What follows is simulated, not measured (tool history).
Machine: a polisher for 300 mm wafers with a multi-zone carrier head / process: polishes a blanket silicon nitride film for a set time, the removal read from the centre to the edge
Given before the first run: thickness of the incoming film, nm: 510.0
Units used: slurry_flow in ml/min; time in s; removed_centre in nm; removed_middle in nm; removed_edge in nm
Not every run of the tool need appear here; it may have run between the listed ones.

{"run": 1, "day": 0.0, "slurry_flow": 160, "centre_zone": 1.0, "middle_zone": 1.0, "edge_zone": 1.0, "time": 83, "removed_centre": 152.44, "removed_middle": 155.33, "removed_edge": 158.51}
{"run": 2, "day": 0.204, "slurry_flow": 165, "centre_zone": 1.0, "middle_zone": 1.02, "edge_zone": 1.01, "time": 85, "removed_centre": 156.2, "removed_middle": 162.04, "removed_edge": 165.47}
{"run": 3, "day": 0.462, "slurry_flow": 180, "centre_zone": 1.0, "middle_zone": 1.02, "edge_zone": 1.01, "time": 85, "removed_centre": 160.53, "removed_middle": 166.9, "removed_edge": 164.96}
{"run": 4, "day": 0.75, "slurry_flow": 180, "centre_zone": 1.0, "middle_zone": 1.02, "edge_zone": 1.01, "time": 77, "removed_centre": 145.56, "removed_middle": 147.04, "removed_edge": 153.03}
{"run": 5, "day": 0.954, "slurry_flow": 180, "centre_zone": 1.0, "middle_zone": 1.02, "edge_zone": 1.08, "time": 77, "removed_centre": 146.87, "removed_middle": 146.56, "removed_edge": 155.95}
{"run": 6, "day": 1.242, "slurry_flow": 180, "centre_zone": 1.0, "middle_zone": 1.02, "edge_zone": 1.08, "time": 90, "removed_centre": 173.38, "removed_middle": 175.92, "removed_edge": 181.5}
{"run": 7, "day": 1.446, "slurry_flow": 185, "centre_zone": 1.0, "middle_zone": 1.04, "edge_zone": 1.08, "time": 91, "removed_centre": 171.19, "removed_middle": 176.53, "removed_edge": 183.82}
{"run": 8, "day": 1.808, "slurry_flow": 190, "centre_zone": 1.01, "middle_zone": 1.05, "edge_zone": 1.06, "time": 93, "removed_centre": 182.1, "removed_middle": 183.96, "removed_edge": 186.0}

Run 9 has not been measured yet. What should we expect?
{"run": 9, "day": 2.179, "slurry_flow": 195, "centre_zone": 1.01, "middle_zone": 1.06, "edge_zone": 1.05, "time": 95, "removed_centre": "?", "removed_middle": "?", "removed_edge": "?"}

Logged for run 9: removed_centre 182.07 nm, removed_middle 190.43 nm, removed_edge 190.65 nm.

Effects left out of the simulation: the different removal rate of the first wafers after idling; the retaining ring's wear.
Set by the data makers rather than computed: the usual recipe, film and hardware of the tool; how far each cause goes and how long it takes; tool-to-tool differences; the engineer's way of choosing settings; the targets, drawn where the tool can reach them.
